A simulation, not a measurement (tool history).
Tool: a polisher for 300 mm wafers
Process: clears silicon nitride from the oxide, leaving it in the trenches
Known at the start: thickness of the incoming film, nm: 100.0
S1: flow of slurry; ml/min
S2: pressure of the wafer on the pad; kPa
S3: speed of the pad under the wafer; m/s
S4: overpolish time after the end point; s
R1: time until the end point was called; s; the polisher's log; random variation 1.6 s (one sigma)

Run 1, hour 0: S1 185 ml/min, S2 17.2 kPa, S3 1.2 m/s, S4 17 s. Result: R1 104.97 s.
Run 2, hour 8.6: S1 185 ml/min, S2 17.2 kPa, S3 1.2 m/s, S4 17 s. Result: R1 107.11 s.
Run 3, hour 9.5: S1 185 ml/min, S2 17.2 kPa, S3 1 m/s, S4 17 s. Result: R1 127.1 s.
Run 4, hour 13: S1 185 ml/min, S2 13.1 kPa, S3 1 m/s, S4 17 s. Result: R1 160.32 s.
At hour 14: worn pad replaced by a new one.
Run 5, hour 14: S1 185 ml/min, S2 13.1 kPa, S3 1.2 m/s, S4 17 s. Result: R1 129.53 s.
Run 6, hour 19.7: S1 165 ml/min, S2 13.1 kPa, S3 1.2 m/s, S4 17 s. Result: R1 134.02 s.
Run 7, hour 23.8: S1 160 ml/min, S2 13.1 kPa, S3 1.2 m/s, S4 17 s. Result: R1 131.94 s.

Forecast run 8:
Run 8, hour 29.9: S1 160 ml/min, S2 12.4 kPa, S3 1.2 m/s, S4 17 s. Result: R1 ?.

Run 8 gave R1 138.97 s.
